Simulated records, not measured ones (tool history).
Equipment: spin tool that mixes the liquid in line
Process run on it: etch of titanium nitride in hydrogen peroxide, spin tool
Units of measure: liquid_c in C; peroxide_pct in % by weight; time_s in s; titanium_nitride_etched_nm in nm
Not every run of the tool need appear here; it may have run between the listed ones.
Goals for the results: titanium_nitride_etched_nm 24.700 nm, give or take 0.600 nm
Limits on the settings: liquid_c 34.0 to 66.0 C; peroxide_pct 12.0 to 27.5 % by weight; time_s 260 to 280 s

Run 1, hour 0.0: liquid_c 50.0 C, peroxide_pct 18.5 % by weight, time_s 260 s. Result: titanium_nitride_etched_nm 10.367 nm.
Run 2, hour 6.5: liquid_c 51.5 C, peroxide_pct 18.5 % by weight, time_s 260 s. Result: titanium_nitride_etched_nm 11.630 nm.
Run 3, hour 7.7: liquid_c 52.5 C, peroxide_pct 18.5 % by weight, time_s 260 s. Result: titanium_nitride_etched_nm 12.367 nm.
Run 4, hour 14.8: liquid_c 52.5 C, peroxide_pct 20.5 % by weight, time_s 260 s. Result: titanium_nitride_etched_nm 12.833 nm.
Run 5, hour 20.6: liquid_c 53.5 C, peroxide_pct 20.5 % by weight, time_s 260 s. Result: titanium_nitride_etched_nm 13.681 nm.
Run 6, hour 23.9: liquid_c 53.5 C, peroxide_pct 22.5 % by weight, time_s 260 s. Result: titanium_nitride_etched_nm 14.027 nm.
Run 7, hour 26.2: liquid_c 54.5 C, peroxide_pct 22.5 % by weight, time_s 260 s. Result: titanium_nitride_etched_nm 15.085 nm.
Run 8, hour 32.7: liquid_c 55.5 C, peroxide_pct 22.5 % by weight, time_s 260 s. Result: titanium_nitride_etched_nm 15.887 nm.
Run 9, hour 38.8: liquid_c 56.5 C, peroxide_pct 22.5 % by weight, time_s 260 s. Result: titanium_nitride_etched_nm 17.287 nm.

Which of these 5 next moves meets every target?
Run A, hour 44.9: liquid_c 64.5 C, peroxide_pct 20.5 % by weight, time_s 280 s. Result: titanium_nitride_etched_nm ?.
Run B, hour 44.9: liquid_c 54.0 C, peroxide_pct 19.5 % by weight, time_s 260 s. Result: titanium_nitride_etched_nm ?.
Run C, hour 44.9: liquid_c 63.0 C, peroxide_pct 24.0 % by weight, time_s 280 s. Result: titanium_nitride_etched_nm ?.
Run D, hour 44.9: liquid_c 52.5 C, peroxide_pct 24.5 % by weight, time_s 260 s. Result: titanium_nitride_etched_nm ?.
Run E, hour 44.9: liquid_c 61.0 C, peroxide_pct 20.5 % by weight, time_s 280 s. Result: titanium_nitride_etched_nm ?.

move  titanium_nitride_etched_nm
   A                      30.601
   B                      13.725
   C                      28.657
   D                      12.965
   E                      24.216
A: carries the result that was furthest off beyond its target, to the other side
B: the biggest miss grows against the last run
C: carries the result that was furthest off beyond its target, to the other side
D: the biggest miss grows against the last run
E: all results land within tolerance of their targets
Move E is the one to make.
